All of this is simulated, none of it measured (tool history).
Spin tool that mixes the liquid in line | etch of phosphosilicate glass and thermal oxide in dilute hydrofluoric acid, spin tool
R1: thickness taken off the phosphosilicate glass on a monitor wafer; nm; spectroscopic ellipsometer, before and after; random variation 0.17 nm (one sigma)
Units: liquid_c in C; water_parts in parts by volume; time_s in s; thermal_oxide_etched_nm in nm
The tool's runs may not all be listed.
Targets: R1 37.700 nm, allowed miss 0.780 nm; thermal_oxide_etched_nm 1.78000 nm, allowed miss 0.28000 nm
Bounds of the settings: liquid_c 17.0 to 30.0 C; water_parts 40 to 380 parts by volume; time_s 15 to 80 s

{"run": 1, "hour": 0.0, "liquid_c": 22.0, "water_parts": 210, "time_s": 40, "R1": 17.881, "thermal_oxide_etched_nm": 0.83004}
{"run": 2, "hour": 3.7, "liquid_c": 22.0, "water_parts": 280, "time_s": 40, "R1": 12.365, "thermal_oxide_etched_nm": 0.59154}
{"run": 3, "hour": 7.3, "liquid_c": 22.0, "water_parts": 280, "time_s": 50, "R1": 15.588, "thermal_oxide_etched_nm": 0.72969}
{"run": 4, "hour": 14.4, "liquid_c": 22.0, "water_parts": 220, "time_s": 50, "R1": 20.893, "thermal_oxide_etched_nm": 1.0023}
{"run": 5, "hour": 22.9, "liquid_c": 19.0, "water_parts": 220, "time_s": 50, "R1": 18.639, "thermal_oxide_etched_nm": 0.92449}
{"run": 6, "hour": 30.1, "liquid_c": 22.0, "water_parts": 220, "time_s": 50, "R1": 20.969, "thermal_oxide_etched_nm": 0.9048}
{"run": 7, "hour": 35.6, "liquid_c": 22.5, "water_parts": 205, "time_s": 50, "R1": 23.242, "thermal_oxide_etched_nm": 1.1452}
{"run": 8, "hour": 43.8, "liquid_c": 24.0, "water_parts": 200, "time_s": 50, "R1": 25.156, "thermal_oxide_etched_nm": 1.2323}

Which of these 4 next moves meets every target?
{"run": "A", "hour": 52.0, "liquid_c": 17.0, "water_parts": 140, "time_s": 65, "R1": "?", "thermal_oxide_etched_nm": "?"}
{"run": "B", "hour": 52.0, "liquid_c": 30.0, "water_parts": 220, "time_s": 65, "R1": "?", "thermal_oxide_etched_nm": "?"}
{"run": "C", "hour": 52.0, "liquid_c": 25.5, "water_parts": 260, "time_s": 40, "R1": "?", "thermal_oxide_etched_nm": "?"}
{"run": "D", "hour": 52.0, "liquid_c": 25.0, "water_parts": 165, "time_s": 55, "R1": "?", "thermal_oxide_etched_nm": "?"}

move=A R1=37.551 thermal_oxide_etched_nm=1.64430
move=B R1=36.050 thermal_oxide_etched_nm=1.57860
move=C R1=15.379 thermal_oxide_etched_nm=0.67341
move=D R1=36.092 thermal_oxide_etched_nm=1.58040
A: meets every target
B: nearer than the last run, and not there yet
C: further off than the last run
D: nearer than the last run, and not there yet
Answer: A
